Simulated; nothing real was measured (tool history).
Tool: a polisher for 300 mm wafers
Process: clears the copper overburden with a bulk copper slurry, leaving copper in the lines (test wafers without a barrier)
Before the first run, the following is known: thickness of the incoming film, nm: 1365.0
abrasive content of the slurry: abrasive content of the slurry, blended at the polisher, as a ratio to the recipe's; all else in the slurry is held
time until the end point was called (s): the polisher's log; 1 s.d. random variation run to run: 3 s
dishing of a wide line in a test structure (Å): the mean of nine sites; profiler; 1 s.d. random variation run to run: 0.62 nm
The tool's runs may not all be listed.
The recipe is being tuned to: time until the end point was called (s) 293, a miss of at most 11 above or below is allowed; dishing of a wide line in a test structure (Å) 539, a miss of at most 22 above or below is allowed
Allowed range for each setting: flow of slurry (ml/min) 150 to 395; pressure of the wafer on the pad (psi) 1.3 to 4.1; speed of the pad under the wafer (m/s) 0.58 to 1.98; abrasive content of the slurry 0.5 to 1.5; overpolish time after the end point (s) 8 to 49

run	hour	flow of slurry (ml/min)	pressure of the wafer on the pad (psi)	speed of the pad under the wafer (m/s)	abrasive content of the slurry	overpolish time after the end point (s)	time until the end point was called (s)	dishing of a wide line in a test structure (Å)
1	0	250	2.7	1.28	1	25	125.43	642.16
2	0.9	250	2.7	1.28	0.85	25	132.13	626.78
3	8.1	250	2.2	1.28	0.85	25	157.97	593.27
4	16.4	250	2.1	1.24	0.85	26	170.18	585.98
5	22.4	250	2	1.2	0.85	27	182.77	580.45
6	29.2	250	1.9	1.16	0.85	28	200.16	570.26
7	34.8	250	1.8	1.14	0.85	29	214.11	558.79
8	39.2	250	1.7	1.12	0.85	30	229.51	540.19
9	40	245	1.3	1.02	0.85	42	323.74	517.38

Which of these 4 next moves meets every target?
A	40.8	205	1.3	0.92	1.1	38	?	?
B	40.8	265	1.3	1	1	32	?	?
C	40.8	245	1.3	1.02	0.85	34	?	?
D	40.8	250	1.4	1.04	0.9	43	?	?

move	time until the end point was called (s)	dishing of a wide line in a test structure (Å)
A	346.57	498.87
B	315.07	486.47
C	321.28	493.24
D	290.37	546.43
A: its largest miss is bigger than the last run's
B: gains on the last run, yet a result remains outside its allowed miss
C: gains on the last run, yet a result remains outside its allowed miss
D: hits every target within its allowed miss
D meets every target.

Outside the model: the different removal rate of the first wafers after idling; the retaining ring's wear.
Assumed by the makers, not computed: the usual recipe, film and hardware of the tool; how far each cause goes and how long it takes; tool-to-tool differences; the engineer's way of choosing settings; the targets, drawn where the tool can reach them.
